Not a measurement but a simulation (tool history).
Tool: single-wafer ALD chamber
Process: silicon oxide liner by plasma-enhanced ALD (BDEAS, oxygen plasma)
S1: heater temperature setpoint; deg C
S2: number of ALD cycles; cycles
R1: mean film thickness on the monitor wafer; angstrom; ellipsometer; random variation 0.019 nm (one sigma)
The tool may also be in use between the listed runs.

| run | hour | S1 | S2 | R1 |
|---|---|---|---|---|
| 1 | 0.0 | 320 | 72 | 66.160 |
| 2 | 3.8 | 320 | 78 | 71.703 |
| 3 | 6.6 | 319 | 81 | 74.692 |
| 4 | 10.9 | 318 | 83 | 76.718 |
|  | 12.8 | thermocouple changed; heater temperature recalibrated |
| 5 | 12.8 | 318 | 84 | 77.288 |
| 6 | 14.0 | 318 | 85 | 78.295 |

The next listed run, before its measurement:
| 7 | 18.1 | 318 | 86 | ? |

R1: 79.207 angstrom
